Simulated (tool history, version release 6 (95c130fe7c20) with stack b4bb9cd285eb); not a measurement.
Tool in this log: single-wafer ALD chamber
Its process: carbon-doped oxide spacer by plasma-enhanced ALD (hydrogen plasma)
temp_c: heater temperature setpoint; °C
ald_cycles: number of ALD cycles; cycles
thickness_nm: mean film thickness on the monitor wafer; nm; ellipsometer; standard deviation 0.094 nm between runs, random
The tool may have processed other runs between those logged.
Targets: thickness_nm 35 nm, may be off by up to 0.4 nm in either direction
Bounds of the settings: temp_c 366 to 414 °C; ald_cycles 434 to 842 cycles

run 1 day=0 | temp_c=390 ald_cycles=638 | thickness_nm=30.56
run 2 day=0.208 | temp_c=390 ald_cycles=650 | thickness_nm=31.456
run 3 day=0.4 | temp_c=382 ald_cycles=650 | thickness_nm=31.431
run 4 day=0.533 | temp_c=382 ald_cycles=604 | thickness_nm=29.069
run 5 day=0.812 | temp_c=382 ald_cycles=513 | thickness_nm=24.693
run 6 day=1.121 | temp_c=377 ald_cycles=513 | thickness_nm=24.667
run 7 day=1.225 | temp_c=377 ald_cycles=541 | thickness_nm=26.052
run 8 day=1.496 | temp_c=377 ald_cycles=565 | thickness_nm=27.155

Exactly one of the 5 candidate moves below puts every result within its allowed miss. Which one?
run A day=1.767 | temp_c=378 ald_cycles=743 | thickness_nm=?
run B day=1.767 | temp_c=366 ald_cycles=687 | thickness_nm=?
run C day=1.767 | temp_c=385 ald_cycles=842 | thickness_nm=?
run D day=1.767 | temp_c=371 ald_cycles=723 | thickness_nm=?
run E day=1.767 | temp_c=374 ald_cycles=637 | thickness_nm=?

move=A thickness_nm=35.831
move=B thickness_nm=33.131
move=C thickness_nm=40.606
move=D thickness_nm=34.867
move=E thickness_nm=30.719
A: the result that was furthest off in the last run now lies on the other side of its target
B: better than the last run, though not everything is in spec
C: the result that was furthest off in the last run now lies on the other side of its target
D: every result lands within tolerance
E: better than the last run, though not everything is in spec
So the answer is move D, the one that meets all the targets.
